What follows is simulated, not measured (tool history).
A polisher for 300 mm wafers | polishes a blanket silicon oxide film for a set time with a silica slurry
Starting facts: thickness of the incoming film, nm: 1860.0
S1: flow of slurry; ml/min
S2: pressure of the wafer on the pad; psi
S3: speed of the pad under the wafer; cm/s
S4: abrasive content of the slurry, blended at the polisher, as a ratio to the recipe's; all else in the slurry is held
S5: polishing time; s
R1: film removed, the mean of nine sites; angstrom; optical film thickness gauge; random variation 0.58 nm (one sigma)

run	hour	S1	S2	S3	S4	S5	R1
1	0.0	175	2.9	114	1.0	30	674.22
2	0.5	185	3.0	114	1.0	30	706.95
3	2.7	160	3.0	114	1.0	30	699.95
4	4.4	160	3.0	102	1.0	30	628.61
5	5.4	135	3.0	102	1.0	30	623.78
6	13.0	160	3.0	102	1.0	30	636.52

The next listed run, before its measurement:
7	17.4	160	3.0	102	1.0	30	?

Run 7 came out at R1 627.89 angstrom.

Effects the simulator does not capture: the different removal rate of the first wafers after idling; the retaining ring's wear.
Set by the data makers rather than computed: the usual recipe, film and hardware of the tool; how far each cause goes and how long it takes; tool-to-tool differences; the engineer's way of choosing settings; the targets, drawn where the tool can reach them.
